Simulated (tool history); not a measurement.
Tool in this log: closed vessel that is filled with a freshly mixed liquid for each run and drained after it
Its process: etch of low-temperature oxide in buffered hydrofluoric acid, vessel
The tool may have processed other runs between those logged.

| run | hour | temperature setpoint of the liquid (C) | parts of 40 % ammonium fluoride to one part of 49 % hydrofluoric acid (parts by volume) | time in the liquid (s) | thickness taken off the low-temperature oxide on a monitor wafer (Å) |
|---|---|---|---|---|---|
| 1 | 0.0 | 20.0 | 11.0 | 95 | 3167.9 |
| 2 | 8.5 | 21.0 | 11.0 | 95 | 3343.1 |
| 3 | 13.7 | 21.0 | 11.0 | 100 | 3499.1 |
| 4 | 16.9 | 21.0 | 13.5 | 100 | 2869.9 |
| 5 | 22.1 | 22.5 | 13.5 | 100 | 3096.9 |
| 6 | 22.7 | 22.5 | 13.5 | 95 | 2958.5 |

Run 7 comes next. What will it give?
| 7 | 26.8 | 23.5 | 13.5 | 95 | ? |

Run 7 measured thickness taken off the low-temperature oxide on a monitor wafer (Å) 3114.1.

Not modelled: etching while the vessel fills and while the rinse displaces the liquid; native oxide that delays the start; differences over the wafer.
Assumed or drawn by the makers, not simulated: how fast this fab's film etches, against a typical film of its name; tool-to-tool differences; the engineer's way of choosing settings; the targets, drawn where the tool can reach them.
